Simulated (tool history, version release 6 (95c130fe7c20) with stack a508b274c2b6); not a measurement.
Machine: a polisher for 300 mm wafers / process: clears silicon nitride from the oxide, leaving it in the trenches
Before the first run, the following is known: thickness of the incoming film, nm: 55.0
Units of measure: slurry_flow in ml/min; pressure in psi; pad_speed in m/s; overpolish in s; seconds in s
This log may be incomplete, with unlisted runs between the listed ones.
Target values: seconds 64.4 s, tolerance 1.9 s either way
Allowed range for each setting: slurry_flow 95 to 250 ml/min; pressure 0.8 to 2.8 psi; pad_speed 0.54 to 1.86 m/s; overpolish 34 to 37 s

run	hour	slurry_flow	pressure	pad_speed	overpolish	seconds
1	0	160	1.8	1.18	34	87.694
2	7	135	1.8	1.18	34	92.396
3	7.9	160	1.9	1.18	34	84.158
4	11.3	140	1.9	1.18	34	86.039
5	12.4	140	1.9	1.18	37	85.612
6	19.8	140	1.7	1.18	37	95.014
7	26.6	160	1.9	1.18	37	83.628
# hour 32.3: worn pad replaced by a new one
8	32.3	175	2	1.18	37	72.05
9	39.7	185	2	1.18	37	71.557

Next run, 5 choices. One meets every target within its allowed miss, the rest don't. Which?
A	47.1	195	1.9	1.36	37	?
B	47.1	170	1.8	1.16	37	?
C	47.1	150	2.2	1.18	36	?
D	47.1	225	2.2	1.1	36	?
E	47.1	185	1.7	1.2	36	?

move	seconds
A	65.105
B	81.804
C	67.694
D	68.052
E	82.545
A: meets every target
B: further off than the last run
C: nearer than the last run, and not there yet
D: nearer than the last run, and not there yet
E: further off than the last run
Correct choice: A, which meets every target
